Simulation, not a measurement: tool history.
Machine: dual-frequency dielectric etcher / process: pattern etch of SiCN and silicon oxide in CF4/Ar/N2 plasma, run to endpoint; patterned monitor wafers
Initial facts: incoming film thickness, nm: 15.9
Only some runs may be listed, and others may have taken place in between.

{"run": 1, "hour": 0.0, "source power (kW)": 0.42, "bias power (kW)": 0.095, "Ar flow (sccm)": 122, "CF4 flow (sccm)": 59, "endpoint time (s)": 20.095}
{"run": 2, "hour": 1.0, "source power (kW)": 0.39, "bias power (kW)": 0.095, "Ar flow (sccm)": 122, "CF4 flow (sccm)": 59, "endpoint time (s)": 21.031}
{"run": 3, "hour": 7.8, "source power (kW)": 0.37, "bias power (kW)": 0.094, "Ar flow (sccm)": 122, "CF4 flow (sccm)": 59, "endpoint time (s)": 21.874}
{"run": 4, "hour": 16.7, "source power (kW)": 0.37, "bias power (kW)": 0.094, "Ar flow (sccm)": 122, "CF4 flow (sccm)": 49, "endpoint time (s)": 22.635}
{"run": 5, "hour": 24.1, "source power (kW)": 0.36, "bias power (kW)": 0.094, "Ar flow (sccm)": 122, "CF4 flow (sccm)": 49, "endpoint time (s)": 22.589}
{"run": 6, "hour": 31.9, "source power (kW)": 0.36, "bias power (kW)": 0.094, "Ar flow (sccm)": 122, "CF4 flow (sccm)": 45, "endpoint time (s)": 23.101}
{"run": 7, "hour": 32.9, "source power (kW)": 0.35, "bias power (kW)": 0.094, "Ar flow (sccm)": 122, "CF4 flow (sccm)": 45, "endpoint time (s)": 23.488}
{"run": 8, "hour": 34.2, "source power (kW)": 0.35, "bias power (kW)": 0.094, "Ar flow (sccm)": 122, "CF4 flow (sccm)": 45, "endpoint time (s)": 22.856}
{"run": 9, "hour": 42.4, "source power (kW)": 0.34, "bias power (kW)": 0.093, "Ar flow (sccm)": 122, "CF4 flow (sccm)": 45, "endpoint time (s)": 23.352}

The next listed run, before its measurement:
{"run": 10, "hour": 50.0, "source power (kW)": 0.33, "bias power (kW)": 0.092, "Ar flow (sccm)": 122, "CF4 flow (sccm)": 45, "endpoint time (s)": "?"}

{"run 10": {"endpoint time (s)": 23.698}}

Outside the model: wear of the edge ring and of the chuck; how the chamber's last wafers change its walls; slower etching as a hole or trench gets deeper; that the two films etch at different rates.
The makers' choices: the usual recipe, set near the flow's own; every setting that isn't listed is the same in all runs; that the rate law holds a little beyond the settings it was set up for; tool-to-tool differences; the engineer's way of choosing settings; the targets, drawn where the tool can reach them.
